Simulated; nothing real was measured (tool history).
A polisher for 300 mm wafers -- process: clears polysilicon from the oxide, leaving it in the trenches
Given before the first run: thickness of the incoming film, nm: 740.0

run  hour  flow of slurry (ml/min)  pressure of the wafer on the pad (kPa)  speed of the pad under the wafer (m/s)  overpolish time after the end point (s)  time until the end point was called (s)  dishing of a wide line in a test structure (angstrom)
  1     0                      195                                    16.5                                    0.84                                       21                                   62.297                                                 372.43
  2   1.4                      190                                    13.8                                    0.74                                       17                                   83.091                                                 353.59
  3   8.4                      150                                    13.8                                    0.74                                       17                                   88.644                                                 335.35
  4  10.6                      140                                    11.7                                     0.7                                       14                                   109.35                                                 351.44
  5  15.7                      140                                     8.3                                     0.7                                       14                                   148.63                                                 312.15
  6  21.8                      140                                    11.7                                     0.7                                       14                                   109.49                                                 349.07
  7  23.6                      140                                    10.3                                     0.7                                       20                                   124.62                                                 332.67
  8  27.3                      140                                     7.6                                    0.74                                       30                                   155.08                                                  346.5
  9    31                      135                                     7.6                                    0.72                                       23                                   165.34                                                 330.15
 10  35.5                      145                                     7.6                                     0.7                                       18                                   165.87                                                 325.61
 11  43.1                      135                                     7.6                                     0.7                                       15                                   165.22                                                  317.3

Forecast run 12:
 12  51.4                      145                                     7.6                                     0.7                                       12                                        ?                                                      ?

{"run 12": {"time until the end point was called (s)": 165.15, "dishing of a wide line in a test structure (angstrom)": 295.21}}
